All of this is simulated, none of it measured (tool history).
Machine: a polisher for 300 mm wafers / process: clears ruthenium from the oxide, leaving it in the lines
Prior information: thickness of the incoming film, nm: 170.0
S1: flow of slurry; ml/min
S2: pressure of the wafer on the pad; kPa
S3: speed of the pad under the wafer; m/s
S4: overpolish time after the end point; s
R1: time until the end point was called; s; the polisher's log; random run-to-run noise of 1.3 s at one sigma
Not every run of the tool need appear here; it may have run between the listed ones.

| run | hour | S1 | S2 | S3 | S4 | R1 |
|---|---|---|---|---|---|---|
| 1 | 0 | 270 | 13.1 | 1.24 | 7 | 156.55 |
| 2 | 5.5 | 270 | 11.7 | 1.24 | 7 | 170.87 |
| 3 | 8.3 | 270 | 12.4 | 1.24 | 7 | 166.03 |
| 4 | 14.3 | 270 | 10.3 | 1.24 | 7 | 193.69 |
| 5 | 19.8 | 270 | 10.3 | 1.12 | 7 | 210.15 |
| 6 | 24.9 | 240 | 10.3 | 1.12 | 7 | 219.52 |
| 7 | 28.8 | 260 | 11.7 | 1.12 | 7 | 190.18 |
| 8 | 34.5 | 310 | 15.9 | 1.14 | 7 | 135.48 |

What does the tool deliver on the next run?
| 9 | 35.5 | 315 | 17.2 | 1.14 | 7 | ? |

Run 9 measured R1 123.74 s.
